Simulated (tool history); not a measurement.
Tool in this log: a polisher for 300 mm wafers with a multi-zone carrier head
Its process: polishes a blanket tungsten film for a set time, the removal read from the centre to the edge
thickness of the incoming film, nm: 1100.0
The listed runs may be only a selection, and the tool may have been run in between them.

run  hour  flow of slurry (ml/min)  pressure of the head's centre zone  pressure of the head's middle zone  pressure of the head's edge zone  abrasive content of the slurry  polishing time (s)  film removed at the wafer's centre (nm)  film removed at mid-radius (nm)  film removed at the wafer's edge (nm)
  1   0.0                      170                                1.00                                1.00                              1.00                            1.00                  32                                   74.224                           75.441                                 73.613
  2   7.7                      170                                1.06                                1.00                              1.00                            1.00                  32                                   79.432                           74.467                                 74.280
  3  10.0                      160                                1.02                                0.97                              0.97                            0.90                  31                                   70.827                           68.903                                 67.607
  4  16.7                      160                                1.02                                0.97                              0.97                            0.90                  38                                   87.612                           83.590                                 83.792
  5  23.1                      150                                0.98                                0.94                              0.95                            0.80                  36                                   76.734                           75.414                                 76.178
  6  29.9                      150                                0.98                                0.94                              0.95                            0.80                  40                                   84.285                           83.081                                 86.254
  7  31.4                      145                                0.95                                0.92                              0.93                            0.75                  38                                   76.561                           75.061                                 77.072
  8  37.5                      135                                0.92                                0.91                              0.92                            0.70                  36                                   67.932                           69.419                                 72.803
  9  38.3                      135                                0.90                                0.91                              0.90                            0.65                  34                                   62.183                           64.694                                 65.878
 10  39.9                      105                                0.81                                0.86                              0.85                            0.50                  30                                   42.861                           48.563                                 51.465
 11  42.7                      115                                0.82                                0.86                              0.84                            0.50                  30                                   45.332                           49.445                                 52.334
 12  46.2                      120                                0.82                                0.87                              0.84                            0.50                  30                                   46.306                           50.122                                 53.078

Run 13 comes next. What will it give?
 13  49.7                      125                                0.82                                0.88                              0.84                            0.50                  30                                        ?                                ?                                      ?

film removed at the wafer's centre (nm): 45.960
film removed at mid-radius (nm): 51.813
film removed at the wafer's edge (nm): 52.862
